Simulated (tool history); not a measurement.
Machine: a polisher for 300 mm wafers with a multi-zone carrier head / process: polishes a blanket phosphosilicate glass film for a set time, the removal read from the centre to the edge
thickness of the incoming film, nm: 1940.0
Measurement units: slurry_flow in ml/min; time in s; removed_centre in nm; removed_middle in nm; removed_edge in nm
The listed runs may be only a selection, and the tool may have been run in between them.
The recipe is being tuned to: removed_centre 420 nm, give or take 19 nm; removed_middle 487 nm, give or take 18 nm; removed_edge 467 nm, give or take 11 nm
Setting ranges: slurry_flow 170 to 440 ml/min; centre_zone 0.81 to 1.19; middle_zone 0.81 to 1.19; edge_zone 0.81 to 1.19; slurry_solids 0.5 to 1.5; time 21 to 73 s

run  hour  slurry_flow  centre_zone  middle_zone  edge_zone  slurry_solids  time  removed_centre  removed_middle  removed_edge
  1     0          280            1            1          1              1    47          349.24          339.88         344.8
  2   6.7          280         0.92            1          1              1    47          318.78          343.98        341.72
  3  14.1          285         0.92         1.02       1.02           1.05    47          325.04          353.87         347.7
  4    22          285         0.91         1.03       1.03            1.1    48          335.21          373.76        369.91
  5  28.3          290         0.92         1.05       1.04           1.15    48          337.75          376.68        377.21
  6  32.3          290         0.92         1.05       1.04           1.05    48           333.2           378.3        360.05
  7  39.1          295         0.93         1.07       1.05            1.1    48          349.62          381.18        371.79
  8  47.1          305         0.84         1.17       1.02           1.35    51          352.62          466.33        414.28
     54.1  -- worn pad replaced by a new one
  9  54.1          310         0.85         1.17       1.03           1.35    51          412.45          547.02         481.4
 10  56.2          310         0.85         1.17       1.03           1.35    51           409.7          554.92        483.27
 11  60.5          305         0.86         1.16       1.03           1.35    51             423          553.19        487.83
 12  64.7          300         0.86         1.14       1.02           1.35    51          419.22          532.95        482.41
 13  71.2          290         0.86         1.13       1.01           1.35    51          418.95          537.14        478.81
 14  72.6          295         0.86         1.12       1.01           1.35    51          415.63          530.95        480.27
 15  77.5          290         0.87         1.11       1.01           1.35    51          408.98          524.67        475.67
 16  85.8          295         0.88          1.1       1.01           1.35    51          419.98          519.78         482.3
 17  90.7          295         0.88         1.09       1.01           1.35    51          424.28           514.5         477.9
 18    94          295         0.88         1.08       1.01           1.35    51          426.34          504.01        475.02
 19   103          295         0.88         1.08       1.01           1.35    51          422.98          507.34        478.13

Which of these 5 next moves meets every target?
  A   112          320         0.81         1.12       1.02           1.35    51               ?               ?             ?
  B   112          260         0.82         1.13       1.02           1.35    50               ?               ?             ?
  C   112          300         0.88         1.04       0.98            1.4    50               ?               ?             ?
  D   112          280         0.87         1.15       0.95              1    57               ?               ?             ?
  E   112          295         0.85         1.12       1.03            1.4    50               ?               ?             ?

move  removed_centre  removed_middle  removed_edge
   A          403.89          523.45        484.79
   B           390.9          505.37        467.03
   C          431.96          483.78        469.57
   D          434.47          536.52        470.95
   E          416.52          514.51        479.86
A: its largest miss is bigger than the last run's
B: its largest miss is bigger than the last run's
C: each result inside its tolerance
D: its largest miss is bigger than the last run's
E: its largest miss is bigger than the last run's
Move C is the one to make.

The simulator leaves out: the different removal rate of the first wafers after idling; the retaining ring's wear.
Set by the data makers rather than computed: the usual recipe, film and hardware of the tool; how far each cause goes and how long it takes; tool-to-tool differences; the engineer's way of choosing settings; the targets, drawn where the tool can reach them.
